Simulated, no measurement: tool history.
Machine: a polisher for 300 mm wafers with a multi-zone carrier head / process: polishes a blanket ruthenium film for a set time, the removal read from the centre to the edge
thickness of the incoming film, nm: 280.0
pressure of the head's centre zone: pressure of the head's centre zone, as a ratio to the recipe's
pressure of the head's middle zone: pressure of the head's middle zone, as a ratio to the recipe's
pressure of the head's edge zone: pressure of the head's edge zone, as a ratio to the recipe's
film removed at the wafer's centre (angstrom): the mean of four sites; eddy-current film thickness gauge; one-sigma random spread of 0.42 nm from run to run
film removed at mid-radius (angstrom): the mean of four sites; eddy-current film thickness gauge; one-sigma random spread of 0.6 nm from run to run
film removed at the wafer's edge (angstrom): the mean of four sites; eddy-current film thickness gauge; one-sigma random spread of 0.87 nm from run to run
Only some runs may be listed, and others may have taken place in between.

run  hour  flow of slurry (ml/min)  pressure of the head's centre zone  pressure of the head's middle zone  pressure of the head's edge zone  polishing time (s)  film removed at the wafer's centre (angstrom)  film removed at mid-radius (angstrom)  film removed at the wafer's edge (angstrom)
  1     0                      315                                   1                                   1                                 1                  78                                         890.92                                 937.83                                        927.7
  2   8.9                      315                                   1                                1.08                                 1                  78                                         907.41                                 990.83                                       897.99
  3  15.5                      315                                   1                                1.08                              1.08                  78                                         913.49                                 997.52                                       925.07
  4  17.4                      320                                   1                                1.09                              1.05                  70                                         814.06                                    920                                       833.95
  5  20.1                      320                                   1                                1.04                              1.05                  70                                         810.34                                 868.93                                       827.16
  6  25.7                      320                                   1                                1.04                                 1                  70                                         819.71                                 873.43                                       801.87
  7  34.3                      335                                0.98                                1.03                              0.97                  65                                         748.07                                 816.56                                        724.8
  8  40.3                      360                                0.88                                0.93                              0.87                  59                                         641.71                                 677.16                                       649.76

Forecast run 9:
  9  48.6                      365                                0.88                                0.95                              0.85                  58                                              ?                                      ?                                            ?

film removed at the wafer's centre (angstrom): 630.34
film removed at mid-radius (angstrom): 666.54
film removed at the wafer's edge (angstrom): 634.78
